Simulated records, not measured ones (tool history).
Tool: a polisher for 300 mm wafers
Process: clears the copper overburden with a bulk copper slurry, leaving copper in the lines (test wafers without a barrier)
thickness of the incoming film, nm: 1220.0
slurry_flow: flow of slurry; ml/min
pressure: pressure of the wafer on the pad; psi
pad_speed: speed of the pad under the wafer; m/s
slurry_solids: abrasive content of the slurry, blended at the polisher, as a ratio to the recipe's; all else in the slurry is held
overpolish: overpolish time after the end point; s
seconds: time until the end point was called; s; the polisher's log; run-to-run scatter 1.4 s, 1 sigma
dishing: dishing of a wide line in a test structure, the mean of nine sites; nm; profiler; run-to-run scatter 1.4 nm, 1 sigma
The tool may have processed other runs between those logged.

run 1 day=0 | slurry_flow=120 pressure=3.3 pad_speed=1.26 slurry_solids=1 overpolish=16 | seconds=93.064 dishing=84.293
run 2 day=0.029 | slurry_flow=120 pressure=3.7 pad_speed=1.26 slurry_solids=1 overpolish=16 | seconds=84.881 dishing=94.209
run 3 day=0.088 | slurry_flow=100 pressure=3.7 pad_speed=1.26 slurry_solids=1 overpolish=16 | seconds=86.925 dishing=88.829
run 4 day=0.338 | slurry_flow=85 pressure=3.7 pad_speed=1.26 slurry_solids=1 overpolish=16 | seconds=92.513 dishing=85.379
run 5 day=0.446 | slurry_flow=105 pressure=3.7 pad_speed=1.26 slurry_solids=1 overpolish=16 | seconds=86.255 dishing=89.547
run 6 day=0.542 | slurry_flow=105 pressure=3.7 pad_speed=1 slurry_solids=1 overpolish=16 | seconds=100.69 dishing=85.51
run 7 day=0.767 | slurry_flow=100 pressure=3.6 pad_speed=1 slurry_solids=1 overpolish=15 | seconds=107.41 dishing=83.384
run 8 day=0.967 | slurry_flow=95 pressure=3.5 pad_speed=1.04 slurry_solids=1 overpolish=13 | seconds=111.29 dishing=75.662

Run 9, settings as shown, results not yet in. Your forecast:
run 9 day=1.088 | slurry_flow=95 pressure=3.5 pad_speed=1.04 slurry_solids=1 overpolish=12 | seconds=? dishing=?

seconds: 109.77 s
dishing: 71.352 nm
